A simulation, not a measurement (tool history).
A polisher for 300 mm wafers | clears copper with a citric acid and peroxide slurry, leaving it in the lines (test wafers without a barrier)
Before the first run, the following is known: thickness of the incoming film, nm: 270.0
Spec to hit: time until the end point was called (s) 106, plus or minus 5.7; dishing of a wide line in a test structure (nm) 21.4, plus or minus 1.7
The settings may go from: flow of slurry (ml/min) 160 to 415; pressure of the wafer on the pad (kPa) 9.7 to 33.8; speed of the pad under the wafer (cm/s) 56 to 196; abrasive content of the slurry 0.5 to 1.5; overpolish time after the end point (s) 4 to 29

run	day	flow of slurry (ml/min)	pressure of the wafer on the pad (kPa)	speed of the pad under the wafer (cm/s)	abrasive content of the slurry	overpolish time after the end point (s)	time until the end point was called (s)	dishing of a wide line in a test structure (nm)
1	0	265	21.4	126	1	15	77.362	37.415
2	0.042	265	19.3	126	1	13	87.295	29.771
3	0.1	265	19.3	126	1	11	84.522	26.28
4	0.417	265	24.8	126	1	11	71.254	30.325
5	0.783	265	21.4	124	1	11	81.082	27.76
6	1.008	210	21.4	124	1	11	82.067	26.919
7	1.075	210	19.3	122	1	11	89.522	24.238
8	1.288	210	17.9	122	1	11	95.738	23.677
9	1.492	210	17.2	122	1	11	98.227	22.824
10	1.571	210	17.2	122	1	11	95.877	23.883

Pick the move, out of 4, that brings all results within their allowed miss; only one does.
A	1.65	165	15.9	132	1.4	10	?	?
B	1.65	225	13.1	122	0.95	12	?	?
C	1.65	240	19.3	88	0.9	13	?	?
D	1.65	215	15.9	118	0.95	11	?	?

move	time until the end point was called (s)	dishing of a wide line in a test structure (nm)
A	96.276	22.014
B	120.02	21.214
C	126.47	21.902
D	109.97	21.292
A: about as far from the targets as the last run
B: takes the result that was furthest off past its target
C: takes the result that was furthest off past its target
D: every result lands within tolerance
D meets every target.
